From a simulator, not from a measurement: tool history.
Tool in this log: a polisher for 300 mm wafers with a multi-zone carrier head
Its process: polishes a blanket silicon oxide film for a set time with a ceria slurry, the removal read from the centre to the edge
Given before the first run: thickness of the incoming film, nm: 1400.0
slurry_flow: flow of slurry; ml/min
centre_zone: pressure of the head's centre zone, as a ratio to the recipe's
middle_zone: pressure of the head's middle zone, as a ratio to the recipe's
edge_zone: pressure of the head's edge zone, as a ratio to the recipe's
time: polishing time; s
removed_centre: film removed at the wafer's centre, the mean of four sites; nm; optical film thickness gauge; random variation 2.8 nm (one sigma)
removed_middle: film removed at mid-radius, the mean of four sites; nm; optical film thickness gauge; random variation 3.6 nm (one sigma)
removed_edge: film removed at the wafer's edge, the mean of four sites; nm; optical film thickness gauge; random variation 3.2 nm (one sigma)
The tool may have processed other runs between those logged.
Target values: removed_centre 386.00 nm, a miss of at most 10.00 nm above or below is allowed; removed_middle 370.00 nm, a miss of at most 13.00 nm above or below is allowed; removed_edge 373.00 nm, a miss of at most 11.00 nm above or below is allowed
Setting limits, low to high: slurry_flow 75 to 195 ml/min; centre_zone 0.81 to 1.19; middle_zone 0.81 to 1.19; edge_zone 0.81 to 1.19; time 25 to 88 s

run 1 hour=0.0 | slurry_flow=125 centre_zone=1.00 middle_zone=1.00 edge_zone=1.00 time=56 | removed_centre=238.63 removed_middle=235.63 removed_edge=241.94
run 2 hour=5.5 | slurry_flow=125 centre_zone=1.00 middle_zone=1.03 edge_zone=1.00 time=56 | removed_centre=235.06 removed_middle=243.89 removed_edge=244.23
run 3 hour=10.4 | slurry_flow=155 centre_zone=1.00 middle_zone=1.03 edge_zone=1.00 time=56 | removed_centre=248.37 removed_middle=249.13 removed_edge=248.68
run 4 hour=17.7 | slurry_flow=155 centre_zone=1.01 middle_zone=1.04 edge_zone=1.02 time=58 | removed_centre=262.38 removed_middle=255.61 removed_edge=263.55
run 5 hour=22.8 | slurry_flow=155 centre_zone=1.01 middle_zone=1.04 edge_zone=0.98 time=58 | removed_centre=266.42 removed_middle=262.96 removed_edge=258.85
run 6 hour=30.4 | slurry_flow=155 centre_zone=1.02 middle_zone=1.05 edge_zone=0.99 time=60 | removed_centre=271.98 removed_middle=269.87 removed_edge=266.48
run 7 hour=33.5 | slurry_flow=155 centre_zone=1.03 middle_zone=1.06 edge_zone=1.00 time=62 | removed_centre=284.76 removed_middle=283.26 removed_edge=274.57
run 8 hour=35.3 | slurry_flow=155 centre_zone=1.03 middle_zone=1.06 edge_zone=1.01 time=64 | removed_centre=294.36 removed_middle=289.57 removed_edge=289.05
run 9 hour=38.0 | slurry_flow=155 centre_zone=1.04 middle_zone=1.07 edge_zone=1.02 time=65 | removed_centre=297.80 removed_middle=296.78 removed_edge=291.93
run 10 hour=39.1 | slurry_flow=160 centre_zone=1.05 middle_zone=1.08 edge_zone=1.03 time=66 | removed_centre=310.84 removed_middle=306.38 removed_edge=301.43
run 11 hour=43.7 | slurry_flow=160 centre_zone=1.06 middle_zone=1.09 edge_zone=1.04 time=67 | removed_centre=318.06 removed_middle=320.21 removed_edge=305.39
run 12 hour=44.6 | slurry_flow=160 centre_zone=1.06 middle_zone=1.09 edge_zone=1.05 time=68 | removed_centre=322.07 removed_middle=325.30 removed_edge=311.56

Next run, 4 choices. One meets every target within its allowed miss, the rest don't. Which?
run A hour=45.5 | slurry_flow=150 centre_zone=0.99 middle_zone=1.06 edge_zone=1.00 time=56 | removed_centre=? removed_middle=? removed_edge=?
run B hour=45.5 | slurry_flow=170 centre_zone=1.07 middle_zone=1.05 edge_zone=1.05 time=80 | removed_centre=? removed_middle=? removed_edge=?
run C hour=45.5 | slurry_flow=155 centre_zone=1.11 middle_zone=0.86 edge_zone=1.16 time=75 | removed_centre=? removed_middle=? removed_edge=?
run D hour=45.5 | slurry_flow=195 centre_zone=1.08 middle_zone=1.11 edge_zone=0.98 time=55 | removed_centre=? removed_middle=? removed_edge=?

move=A removed_centre=247.87 removed_middle=254.12 removed_edge=250.85
move=B removed_centre=386.78 removed_middle=369.21 removed_edge=372.72
move=C removed_centre=365.94 removed_middle=299.18 removed_edge=362.37
move=D removed_centre=274.81 removed_middle=269.47 removed_edge=252.38
A: further off than the last run
B: every result lands within tolerance
C: nearer than the last run, and not there yet
D: further off than the last run
B meets every target.
